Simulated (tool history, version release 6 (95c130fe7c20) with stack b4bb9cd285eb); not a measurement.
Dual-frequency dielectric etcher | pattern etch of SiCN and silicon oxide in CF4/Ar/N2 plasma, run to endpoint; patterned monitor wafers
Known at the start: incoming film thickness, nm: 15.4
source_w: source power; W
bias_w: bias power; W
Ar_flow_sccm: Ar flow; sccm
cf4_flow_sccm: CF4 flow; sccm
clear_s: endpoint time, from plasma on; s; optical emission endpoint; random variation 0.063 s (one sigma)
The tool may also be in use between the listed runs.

run 1 hour=0.0 | source_w=330 bias_w=84 Ar_flow_sccm=83 cf4_flow_sccm=63 | clear_s=22.784
run 2 hour=2.5 | source_w=350 bias_w=84 Ar_flow_sccm=83 cf4_flow_sccm=63 | clear_s=21.494
run 3 hour=4.3 | source_w=360 bias_w=84 Ar_flow_sccm=83 cf4_flow_sccm=63 | clear_s=20.829
run 4 hour=12.7 | source_w=320 bias_w=84 Ar_flow_sccm=83 cf4_flow_sccm=63 | clear_s=23.597
run 5 hour=21.6 | source_w=340 bias_w=84 Ar_flow_sccm=83 cf4_flow_sccm=63 | clear_s=22.083
run 6 hour=28.6 | source_w=340 bias_w=84 Ar_flow_sccm=96 cf4_flow_sccm=63 | clear_s=22.480
run 7 hour=30.5 | source_w=350 bias_w=84 Ar_flow_sccm=96 cf4_flow_sccm=63 | clear_s=21.942

The next listed run, before its measurement:
-- hour=35.1 source power generator calibrated
run 8 hour=35.1 | source_w=360 bias_w=84 Ar_flow_sccm=96 cf4_flow_sccm=63 | clear_s=?

{"run 8": {"clear_s": 21.949}}
